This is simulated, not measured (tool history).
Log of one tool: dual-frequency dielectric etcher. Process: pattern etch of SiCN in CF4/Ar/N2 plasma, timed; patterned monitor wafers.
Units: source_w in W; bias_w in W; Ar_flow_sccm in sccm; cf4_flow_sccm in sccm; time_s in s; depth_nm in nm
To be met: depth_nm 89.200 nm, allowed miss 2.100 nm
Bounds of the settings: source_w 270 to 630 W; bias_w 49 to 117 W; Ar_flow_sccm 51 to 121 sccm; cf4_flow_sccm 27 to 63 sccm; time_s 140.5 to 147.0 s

run,hour,source_w,bias_w,Ar_flow_sccm,cf4_flow_sccm,time_s,depth_nm
1,0.0,450,83,86,45,140.5,118.150
2,6.8,410,82,86,45,140.5,106.240
3,15.5,390,82,86,45,140.5,101.860
4,23.0,390,82,86,37,140.5,97.519
5,30.9,380,82,86,37,140.5,95.598
6,38.6,380,88,86,37,140.5,100.590
7,42.0,370,88,86,37,140.5,97.247
8,48.4,360,88,86,37,140.5,95.392
9,52.2,350,88,86,37,140.5,92.582

4 next moves are on the table. One of them brings every result within its allowed miss. Which?
A,56.0,310,94,71,44,147.0,?
B,56.0,310,95,88,34,147.0,?
C,56.0,370,86,93,35,146.5,?
D,56.0,450,72,93,27,140.5,?

move,depth_nm
A,95.163
B,89.327
C,98.489
D,95.266
A: further off than the last run
B: meets every target
C: further off than the last run
D: further off than the last run
Move B is the one to make.

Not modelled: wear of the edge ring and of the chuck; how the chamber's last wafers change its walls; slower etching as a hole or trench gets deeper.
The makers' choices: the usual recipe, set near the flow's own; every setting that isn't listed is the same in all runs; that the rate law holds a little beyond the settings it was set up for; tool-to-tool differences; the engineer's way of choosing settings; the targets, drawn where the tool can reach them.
